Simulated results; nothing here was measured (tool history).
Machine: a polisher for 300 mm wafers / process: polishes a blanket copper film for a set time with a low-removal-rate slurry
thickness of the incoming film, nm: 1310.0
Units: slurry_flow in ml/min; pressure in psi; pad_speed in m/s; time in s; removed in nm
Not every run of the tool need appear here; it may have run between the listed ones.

run  hour  slurry_flow  pressure  pad_speed  slurry_solids  time  removed
  1   0.0          250       1.7       1.32           1.00    46  119.920
  2   1.7          250       1.9       1.32           1.00    46  132.070
  3   2.2          245       1.5       1.26           1.00    46  103.140
  4   3.9          245       1.5       1.26           1.00    41   91.203
  5   5.7          245       1.5       1.26           0.85    41   90.135
  6   8.6          305       1.5       1.26           0.85    41   91.564

Predict the results of run 7:
  7  13.3          305       1.3       1.26           0.85    41        ?

Run 7 came out at removed 80.504 nm.
